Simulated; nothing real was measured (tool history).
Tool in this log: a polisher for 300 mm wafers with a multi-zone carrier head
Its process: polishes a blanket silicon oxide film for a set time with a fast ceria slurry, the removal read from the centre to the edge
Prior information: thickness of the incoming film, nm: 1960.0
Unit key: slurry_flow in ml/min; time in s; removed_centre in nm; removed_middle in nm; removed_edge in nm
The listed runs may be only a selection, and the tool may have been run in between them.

run,hour,slurry_flow,centre_zone,middle_zone,edge_zone,time,removed_centre,removed_middle,removed_edge
1,0,175,1,1,1,58,571.6,573.22,562.13
2,3.8,175,1,1.01,0.98,55,535.99,541.46,525.66
3,8.5,195,1,1.01,0.98,55,533.87,554.56,535.62
4,12,195,1,1.01,1.04,55,556.26,555.79,548.53
5,18.2,195,1,1.01,0.96,55,545.92,556.47,533.1
6,20.2,190,1,1.02,0.94,52,518.25,523.4,487.87

Predict the results of run 7:
7,28.6,185,0.99,1.02,0.92,50,?,?,?

{"run 7": {"removed_centre": 490.98, "removed_middle": 499.4, "removed_edge": 466.48}}
